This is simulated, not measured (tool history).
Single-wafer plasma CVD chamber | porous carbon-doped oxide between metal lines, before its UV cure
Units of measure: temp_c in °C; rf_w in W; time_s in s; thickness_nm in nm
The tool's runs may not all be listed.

run	hour	temp_c	rf_w	time_s	thickness_nm
1	0	315	520	28.2	142.25
2	6.2	315	520	28.2	141.07
3	11.2	315	575	28.2	152.53
4	18.1	305	575	28.2	160.32
5	23.9	305	575	28.2	161.54
6	30.4	310	575	28.2	156.73
7	38	317	550	28.1	144.48
8	42.4	322	540	28.1	138.51
9	49.3	326	535	28.1	135.3
10	55	329	530	28.1	131.9

Estimate the outcome of run 11 from the log above:
11	62.2	331	525	28.1	?

{"run 11": {"thickness_nm": 128.35}}
